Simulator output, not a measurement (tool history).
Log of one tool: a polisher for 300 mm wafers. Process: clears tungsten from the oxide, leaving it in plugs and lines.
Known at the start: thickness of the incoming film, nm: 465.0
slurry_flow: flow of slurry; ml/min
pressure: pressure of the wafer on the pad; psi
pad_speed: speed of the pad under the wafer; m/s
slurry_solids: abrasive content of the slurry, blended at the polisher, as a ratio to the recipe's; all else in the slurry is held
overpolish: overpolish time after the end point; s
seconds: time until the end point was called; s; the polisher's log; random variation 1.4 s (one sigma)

{"run": 1, "hour": 0.0, "slurry_flow": 210, "pressure": 3.3, "pad_speed": 0.96, "slurry_solids": 1.0, "overpolish": 38, "seconds": 131.81}
{"run": 2, "hour": 2.6, "slurry_flow": 210, "pressure": 2.4, "pad_speed": 0.96, "slurry_solids": 1.0, "overpolish": 38, "seconds": 178.61}
{"run": 3, "hour": 9.2, "slurry_flow": 210, "pressure": 2.4, "pad_speed": 0.96, "slurry_solids": 1.0, "overpolish": 38, "seconds": 181.6}
{"run": 4, "hour": 15.4, "slurry_flow": 210, "pressure": 2.4, "pad_speed": 0.96, "slurry_solids": 1.0, "overpolish": 38, "seconds": 176.91}
{"run": 5, "hour": 16.2, "slurry_flow": 210, "pressure": 2.7, "pad_speed": 0.96, "slurry_solids": 1.0, "overpolish": 38, "seconds": 159.72}
{"run": 6, "hour": 18.7, "slurry_flow": 210, "pressure": 2.9, "pad_speed": 0.96, "slurry_solids": 1.0, "overpolish": 38, "seconds": 151.75}
{"run": 7, "hour": 25.8, "slurry_flow": 210, "pressure": 3.9, "pad_speed": 1.0, "slurry_solids": 1.0, "overpolish": 38, "seconds": 110.75}

Run 8 comes next. What will it give?
{"run": 8, "hour": 28.9, "slurry_flow": 210, "pressure": 4.0, "pad_speed": 1.0, "slurry_solids": 1.0, "overpolish": 38, "seconds": "?"}

seconds: 108.81 s

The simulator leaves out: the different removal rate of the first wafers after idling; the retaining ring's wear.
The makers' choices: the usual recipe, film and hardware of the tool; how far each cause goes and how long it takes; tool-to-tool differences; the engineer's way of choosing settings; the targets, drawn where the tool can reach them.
